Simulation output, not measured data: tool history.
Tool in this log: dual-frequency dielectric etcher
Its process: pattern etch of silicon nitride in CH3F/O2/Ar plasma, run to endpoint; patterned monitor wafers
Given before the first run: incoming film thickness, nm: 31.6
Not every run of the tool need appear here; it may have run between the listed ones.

run	hour	source power (W)	bias power (W)	endpoint time (s)
1	0.0	520	67	42.552
2	0.9	480	67	43.674
3	5.1	520	69	42.589
4	8.1	560	73	39.901
5	12.7	580	74	38.857
6	14.1	590	75	37.942
7	22.5	600	75	38.592
8	30.9	610	76	37.875

Forecast run 9:
9	37.4	620	76	?

endpoint time (s): 37.585

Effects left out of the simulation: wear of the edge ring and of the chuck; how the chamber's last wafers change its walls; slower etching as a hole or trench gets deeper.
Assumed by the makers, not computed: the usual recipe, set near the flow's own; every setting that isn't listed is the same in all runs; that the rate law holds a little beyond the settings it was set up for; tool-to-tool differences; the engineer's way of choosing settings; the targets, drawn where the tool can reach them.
